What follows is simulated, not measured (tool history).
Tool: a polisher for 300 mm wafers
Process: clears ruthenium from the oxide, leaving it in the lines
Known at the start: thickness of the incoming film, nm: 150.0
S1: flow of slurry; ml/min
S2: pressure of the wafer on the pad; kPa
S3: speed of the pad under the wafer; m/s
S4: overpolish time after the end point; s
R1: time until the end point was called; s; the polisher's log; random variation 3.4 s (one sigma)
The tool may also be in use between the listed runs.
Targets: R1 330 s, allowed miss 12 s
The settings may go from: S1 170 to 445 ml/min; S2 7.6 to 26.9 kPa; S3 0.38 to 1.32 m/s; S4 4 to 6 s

run,hour,S1,S2,S3,S4,R1
1,0,285,17.2,0.84,6,153.14
2,4.2,285,14.5,0.78,6,195.59
3,5.9,285,12.4,0.76,6,231.84
4,13,285,13.8,0.76,6,206.28
5,17.4,285,17.2,0.76,6,174.33
6,21.1,285,14.5,0.76,6,201.48
7,26.1,285,12.4,0.74,6,236.95
8,28.3,285,11,0.74,6,267.89
9,34,285,10.3,0.74,6,287.78
10,36.3,285,9.7,0.74,6,310.62

4 next moves are on the table. One of them brings every result within its allowed miss. Which?
A,38.6,285,9,0.68,6,?
B,38.6,300,9.7,0.68,6,?
C,38.6,255,8.3,0.88,6,?
D,38.6,325,8.3,0.74,5,?

move,R1
A,360.46
B,334.69
C,305.75
D,354.59
A: takes the result that was furthest off past its target
B: meets every target
C: further off than the last run
D: takes the result that was furthest off past its target
Move B is the one to make.

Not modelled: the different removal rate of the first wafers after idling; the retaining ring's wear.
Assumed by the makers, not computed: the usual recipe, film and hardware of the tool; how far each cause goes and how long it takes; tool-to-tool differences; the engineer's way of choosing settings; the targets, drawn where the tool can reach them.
